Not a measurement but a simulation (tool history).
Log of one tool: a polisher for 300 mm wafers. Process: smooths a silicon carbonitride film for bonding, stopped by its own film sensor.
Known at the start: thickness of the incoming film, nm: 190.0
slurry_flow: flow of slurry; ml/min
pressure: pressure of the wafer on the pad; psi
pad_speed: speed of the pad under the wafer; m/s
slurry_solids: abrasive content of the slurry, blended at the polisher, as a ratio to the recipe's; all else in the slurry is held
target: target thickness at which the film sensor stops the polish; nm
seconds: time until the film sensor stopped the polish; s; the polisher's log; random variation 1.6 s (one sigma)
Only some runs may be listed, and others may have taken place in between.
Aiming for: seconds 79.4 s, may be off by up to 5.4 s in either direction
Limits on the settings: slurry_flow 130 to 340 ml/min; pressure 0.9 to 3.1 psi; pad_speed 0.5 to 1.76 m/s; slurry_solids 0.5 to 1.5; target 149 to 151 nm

{"run": 1, "hour": 0.0, "slurry_flow": 220, "pressure": 2, "pad_speed": 1.12, "slurry_solids": 1, "target": 151, "seconds": 141.26}
{"run": 2, "hour": 4.9, "slurry_flow": 220, "pressure": 2.1, "pad_speed": 1.14, "slurry_solids": 1, "target": 151, "seconds": 132.6}
{"run": 3, "hour": 8.4, "slurry_flow": 220, "pressure": 2.2, "pad_speed": 1.16, "slurry_solids": 1, "target": 151, "seconds": 126.41}
{"run": 4, "hour": 15.4, "slurry_flow": 220, "pressure": 2.2, "pad_speed": 1.16, "slurry_solids": 1, "target": 151, "seconds": 124.7}
{"run": 5, "hour": 17.0, "slurry_flow": 220, "pressure": 2.2, "pad_speed": 1.16, "slurry_solids": 0.8, "target": 151, "seconds": 146.37}
{"run": 6, "hour": 19.2, "slurry_flow": 220, "pressure": 2.2, "pad_speed": 1.16, "slurry_solids": 0.8, "target": 149, "seconds": 149.78}
{"run": 7, "hour": 26.6, "slurry_flow": 220, "pressure": 2.3, "pad_speed": 1.2, "slurry_solids": 0.8, "target": 149, "seconds": 142.73}
{"run": 8, "hour": 28.3, "slurry_flow": 220, "pressure": 2.4, "pad_speed": 1.24, "slurry_solids": 0.8, "target": 149, "seconds": 130.19}
{"run": 9, "hour": 33.2, "slurry_flow": 220, "pressure": 2.4, "pad_speed": 1.24, "slurry_solids": 0.8, "target": 149, "seconds": 133.39}
{"run": 10, "hour": 40.1, "slurry_flow": 220, "pressure": 2.5, "pad_speed": 1.28, "slurry_solids": 0.8, "target": 149, "seconds": 124.18}
{"run": 11, "hour": 47.8, "slurry_flow": 220, "pressure": 2.6, "pad_speed": 1.32, "slurry_solids": 0.8, "target": 149, "seconds": 115.65}

4 next moves are on the table. One of them brings every result within its allowed miss. Which?
{"run": "A", "hour": 55.5, "slurry_flow": 185, "pressure": 1.6, "pad_speed": 1.22, "slurry_solids": 1.05, "target": 149, "seconds": "?"}
{"run": "B", "hour": 55.5, "slurry_flow": 190, "pressure": 2.8, "pad_speed": 1, "slurry_solids": 0.65, "target": 149, "seconds": "?"}
{"run": "C", "hour": 55.5, "slurry_flow": 225, "pressure": 3.1, "pad_speed": 1.6, "slurry_solids": 1, "target": 151, "seconds": "?"}
{"run": "D", "hour": 55.5, "slurry_flow": 185, "pressure": 3.1, "pad_speed": 1.54, "slurry_solids": 0.85, "target": 151, "seconds": "?"}

move=A seconds=165.65
move=B seconds=150.26
move=C seconds=68.005
move=D seconds=78.258
A: misses by more than the last run did
B: misses by more than the last run did
C: moves the result that the last run missed by most past its target, out the other side
D: all results in spec
Correct choice: D, which meets every target
